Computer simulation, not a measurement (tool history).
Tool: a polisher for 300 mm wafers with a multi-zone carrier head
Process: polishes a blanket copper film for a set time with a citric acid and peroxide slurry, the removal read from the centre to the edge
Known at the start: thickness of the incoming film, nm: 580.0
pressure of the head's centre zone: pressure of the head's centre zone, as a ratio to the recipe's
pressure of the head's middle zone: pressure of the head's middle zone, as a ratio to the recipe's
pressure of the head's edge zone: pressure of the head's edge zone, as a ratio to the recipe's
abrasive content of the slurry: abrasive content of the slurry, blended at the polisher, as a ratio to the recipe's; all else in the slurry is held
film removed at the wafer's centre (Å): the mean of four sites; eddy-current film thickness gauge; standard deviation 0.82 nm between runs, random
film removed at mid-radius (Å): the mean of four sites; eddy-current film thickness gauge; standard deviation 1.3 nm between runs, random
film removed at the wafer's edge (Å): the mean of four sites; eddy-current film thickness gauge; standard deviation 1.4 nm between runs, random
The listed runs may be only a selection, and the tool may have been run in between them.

run    day  flow of slurry (ml/min)  pressure of the head's centre zone  pressure of the head's middle zone  pressure of the head's edge zone  abrasive content of the slurry  polishing time (s)  film removed at the wafer's centre (Å)  film removed at mid-radius (Å)  film removed at the wafer's edge (Å)
  1  0.000                      120                                1.00                                1.00                              1.00                            1.00                  58                                 1244.60                          1354.2                                1319.1
  2  0.125                      115                                0.99                                0.98                              0.97                            0.90                  57                                 1174.30                          1256.4                                1252.1
  3  0.238                      110                                0.99                                0.98                              0.95                            0.80                  56                                 1096.90                          1192.4                                1180.9
  4  0.567                      105                                0.99                                0.97                              0.93                            0.75                  56                                 1089.40                          1159.7                                1136.7
  5  0.633                      100                                0.98                                0.96                              0.92                            0.70                  56                                 1045.70                          1110.2                                1108.0
  6  0.979                      100                                0.98                                0.96                              0.97                            0.70                  56                                 1042.00                          1115.9                                1108.9
  7  1.262                       95                                0.98                                0.96                              0.97                            0.65                  56                                 1006.60                          1099.8                                1112.9

Run 8 is up next; what results do you expect?
  8  1.338                       90                                0.98                                0.96                              0.95                            0.65                  56                                       ?                               ?                                     ?

Run 8 came out at film removed at the wafer's centre (Å) 992.57, film removed at mid-radius (Å) 1068.7, film removed at the wafer's edge (Å) 1059.6.
